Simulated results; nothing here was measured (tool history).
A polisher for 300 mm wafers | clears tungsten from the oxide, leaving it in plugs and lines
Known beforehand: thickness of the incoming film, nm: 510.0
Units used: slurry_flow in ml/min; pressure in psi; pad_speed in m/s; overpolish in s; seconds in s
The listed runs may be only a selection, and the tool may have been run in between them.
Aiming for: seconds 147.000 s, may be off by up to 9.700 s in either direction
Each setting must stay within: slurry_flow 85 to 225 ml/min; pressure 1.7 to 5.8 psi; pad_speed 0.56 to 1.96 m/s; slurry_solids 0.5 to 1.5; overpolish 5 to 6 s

run 1 hour=0.0 | slurry_flow=145 pressure=3.7 pad_speed=1.26 slurry_solids=1.0 overpolish=6 | seconds=74.285
run 2 hour=2.8 | slurry_flow=145 pressure=3.7 pad_speed=1.26 slurry_solids=1.2 overpolish=6 | seconds=65.695
run 3 hour=6.5 | slurry_flow=145 pressure=3.4 pad_speed=1.20 slurry_solids=1.2 overpolish=6 | seconds=75.440
run 4 hour=12.5 | slurry_flow=145 pressure=3.4 pad_speed=1.20 slurry_solids=1.1 overpolish=6 | seconds=80.367
run 5 hour=16.4 | slurry_flow=145 pressure=3.4 pad_speed=1.00 slurry_solids=1.1 overpolish=6 | seconds=96.349
run 6 hour=19.2 | slurry_flow=145 pressure=3.4 pad_speed=0.84 slurry_solids=1.1 overpolish=6 | seconds=109.640
run 7 hour=24.0 | slurry_flow=145 pressure=3.2 pad_speed=0.84 slurry_solids=1.1 overpolish=6 | seconds=118.840
run 8 hour=30.8 | slurry_flow=145 pressure=3.1 pad_speed=0.84 slurry_solids=1.1 overpolish=6 | seconds=121.950
run 9 hour=36.1 | slurry_flow=145 pressure=3.0 pad_speed=0.84 slurry_solids=1.1 overpolish=6 | seconds=125.080
run 10 hour=42.3 | slurry_flow=145 pressure=2.9 pad_speed=0.84 slurry_solids=1.1 overpolish=6 | seconds=129.930
run 11 hour=51.1 | slurry_flow=145 pressure=2.4 pad_speed=0.82 slurry_solids=1.1 overpolish=6 | seconds=156.430

Next run, 4 choices. One meets every target within its allowed miss, the rest don't. Which?
run A hour=59.9 | slurry_flow=135 pressure=2.1 pad_speed=0.82 slurry_solids=1.2 overpolish=5 | seconds=?
run B hour=59.9 | slurry_flow=140 pressure=2.4 pad_speed=0.80 slurry_solids=1.0 overpolish=6 | seconds=?
run C hour=59.9 | slurry_flow=140 pressure=2.4 pad_speed=0.92 slurry_solids=1.1 overpolish=5 | seconds=?
run D hour=59.9 | slurry_flow=115 pressure=2.2 pad_speed=0.90 slurry_solids=1.0 overpolish=5 | seconds=?

move=A seconds=179.510
move=B seconds=171.190
move=C seconds=144.940
move=D seconds=171.820
A: further off than the last run
B: further off than the last run
C: all results in spec
D: further off than the last run
Correct choice: C, which meets every target
